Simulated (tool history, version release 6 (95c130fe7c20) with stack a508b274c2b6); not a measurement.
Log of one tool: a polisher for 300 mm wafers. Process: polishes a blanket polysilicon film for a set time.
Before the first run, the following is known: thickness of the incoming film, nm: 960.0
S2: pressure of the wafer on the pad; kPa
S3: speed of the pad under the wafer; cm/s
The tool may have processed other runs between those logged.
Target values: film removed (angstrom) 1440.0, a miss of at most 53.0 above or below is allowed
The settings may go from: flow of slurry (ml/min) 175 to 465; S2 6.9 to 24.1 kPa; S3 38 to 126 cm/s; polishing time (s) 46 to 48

run 1 hour=0.0 | flow_of_slurry_(ml/min)=295 S2=15.2 S3=82 polishing_time_(s)=46 | film_removed_(angstrom)=3022.8
run 2 hour=5.8 | flow_of_slurry_(ml/min)=295 S2=14.5 S3=80 polishing_time_(s)=46 | film_removed_(angstrom)=2773.4
run 3 hour=11.9 | flow_of_slurry_(ml/min)=295 S2=13.8 S3=78 polishing_time_(s)=46 | film_removed_(angstrom)=2568.6
run 4 hour=13.7 | flow_of_slurry_(ml/min)=260 S2=13.8 S3=78 polishing_time_(s)=46 | film_removed_(angstrom)=2580.6
run 5 hour=19.6 | flow_of_slurry_(ml/min)=260 S2=13.8 S3=88 polishing_time_(s)=46 | film_removed_(angstrom)=2879.8
run 6 hour=28.5 | flow_of_slurry_(ml/min)=300 S2=13.8 S3=88 polishing_time_(s)=46 | film_removed_(angstrom)=2915.2
run 7 hour=32.8 | flow_of_slurry_(ml/min)=300 S2=13.1 S3=86 polishing_time_(s)=46 | film_removed_(angstrom)=2654.0
run 8 hour=41.0 | flow_of_slurry_(ml/min)=300 S2=12.4 S3=84 polishing_time_(s)=46 | film_removed_(angstrom)=2571.3
run 9 hour=48.4 | flow_of_slurry_(ml/min)=300 S2=11.7 S3=82 polishing_time_(s)=46 | film_removed_(angstrom)=2333.9
run 10 hour=51.9 | flow_of_slurry_(ml/min)=300 S2=11.0 S3=80 polishing_time_(s)=46 | film_removed_(angstrom)=2102.8
run 11 hour=54.1 | flow_of_slurry_(ml/min)=300 S2=6.9 S3=74 polishing_time_(s)=46 | film_removed_(angstrom)=1267.5

Of the 5 settings listed for the next run, only one would bring every result within its allowed miss of target. Which one?
run A hour=56.3 | flow_of_slurry_(ml/min)=395 S2=7.6 S3=60 polishing_time_(s)=46 | film_removed_(angstrom)=?
run B hour=56.3 | flow_of_slurry_(ml/min)=335 S2=9.7 S3=40 polishing_time_(s)=47 | film_removed_(angstrom)=?
run C hour=56.3 | flow_of_slurry_(ml/min)=390 S2=8.3 S3=66 polishing_time_(s)=48 | film_removed_(angstrom)=?
run D hour=56.3 | flow_of_slurry_(ml/min)=320 S2=7.6 S3=82 polishing_time_(s)=47 | film_removed_(angstrom)=?
run E hour=56.3 | flow_of_slurry_(ml/min)=230 S2=6.9 S3=68 polishing_time_(s)=46 | film_removed_(angstrom)=?

move=A film_removed_(angstrom)=1163.6
move=B film_removed_(angstrom)=1007.4
move=C film_removed_(angstrom)=1443.6
move=D film_removed_(angstrom)=1588.8
move=E film_removed_(angstrom)=1163.8
A: further off than the last run
B: further off than the last run
C: every result lands within tolerance
D: the result that was furthest off in the last run now lies on the other side of its target
E: further off than the last run
The move that meets every target is C.

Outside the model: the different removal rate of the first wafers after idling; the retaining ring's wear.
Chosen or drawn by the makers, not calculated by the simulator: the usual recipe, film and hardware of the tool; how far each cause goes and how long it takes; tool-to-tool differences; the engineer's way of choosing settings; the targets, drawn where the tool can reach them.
